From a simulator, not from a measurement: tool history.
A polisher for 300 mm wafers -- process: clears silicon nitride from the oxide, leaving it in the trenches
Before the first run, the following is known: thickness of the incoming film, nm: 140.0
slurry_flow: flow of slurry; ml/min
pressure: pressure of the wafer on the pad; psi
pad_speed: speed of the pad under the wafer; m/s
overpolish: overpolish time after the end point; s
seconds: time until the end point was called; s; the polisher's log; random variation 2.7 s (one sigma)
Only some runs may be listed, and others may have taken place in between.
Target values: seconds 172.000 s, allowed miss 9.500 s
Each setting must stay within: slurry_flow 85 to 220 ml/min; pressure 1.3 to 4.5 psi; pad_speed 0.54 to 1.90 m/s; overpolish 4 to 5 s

run	day	slurry_flow	pressure	pad_speed	overpolish	seconds
1	0.000	140	2.9	1.22	5	98.436
2	0.050	170	2.9	1.22	5	98.054
3	0.221	185	2.9	1.22	5	100.360
4	0.529	185	2.5	1.20	5	108.980
5	0.767	185	2.5	1.20	4	110.460
6	0.875	185	2.2	1.14	4	128.010
7	1.062	185	2.0	1.12	4	137.920
8	1.088	185	1.8	1.10	4	152.640
9	1.462	185	1.7	1.10	4	156.000

Which one of the following 5 next-run settings gets every result inside its allowed miss? There is exactly one.
A	1.838	155	1.5	0.96	5	?
B	1.838	190	1.7	0.84	4	?
C	1.838	220	2.7	0.68	4	?
D	1.838	220	2.0	0.78	5	?
E	1.838	195	1.5	0.94	5	?

move	seconds
A	197.920
B	202.410
C	175.040
D	191.330
E	196.580
A: takes the result that was furthest off past its target
B: takes the result that was furthest off past its target
C: hits every target within its allowed miss
D: takes the result that was furthest off past its target
E: takes the result that was furthest off past its target
Correct choice: C, which meets every target

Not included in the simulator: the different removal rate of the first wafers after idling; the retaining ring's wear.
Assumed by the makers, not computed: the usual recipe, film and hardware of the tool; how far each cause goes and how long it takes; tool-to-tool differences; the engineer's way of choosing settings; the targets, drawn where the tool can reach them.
